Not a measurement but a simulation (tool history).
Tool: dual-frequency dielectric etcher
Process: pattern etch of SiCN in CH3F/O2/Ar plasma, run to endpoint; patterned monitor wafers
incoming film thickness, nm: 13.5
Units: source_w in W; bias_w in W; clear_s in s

run 1 hour=0.0 | source_w=510 bias_w=57 | clear_s=35.899
run 2 hour=8.3 | source_w=510 bias_w=63 | clear_s=34.462
run 3 hour=12.7 | source_w=510 bias_w=69 | clear_s=33.659
run 4 hour=13.6 | source_w=510 bias_w=73 | clear_s=32.958
run 5 hour=22.0 | source_w=450 bias_w=73 | clear_s=35.331
run 6 hour=25.8 | source_w=500 bias_w=73 | clear_s=33.350
run 7 hour=30.9 | source_w=480 bias_w=73 | clear_s=34.277
run 8 hour=35.1 | source_w=460 bias_w=73 | clear_s=34.901
run 9 hour=40.3 | source_w=440 bias_w=73 | clear_s=35.773
run 10 hour=45.3 | source_w=430 bias_w=73 | clear_s=36.275

Run 11 has not been measured yet. What should we expect?
run 11 hour=47.4 | source_w=330 bias_w=70 | clear_s=?

clear_s: 44.201 s

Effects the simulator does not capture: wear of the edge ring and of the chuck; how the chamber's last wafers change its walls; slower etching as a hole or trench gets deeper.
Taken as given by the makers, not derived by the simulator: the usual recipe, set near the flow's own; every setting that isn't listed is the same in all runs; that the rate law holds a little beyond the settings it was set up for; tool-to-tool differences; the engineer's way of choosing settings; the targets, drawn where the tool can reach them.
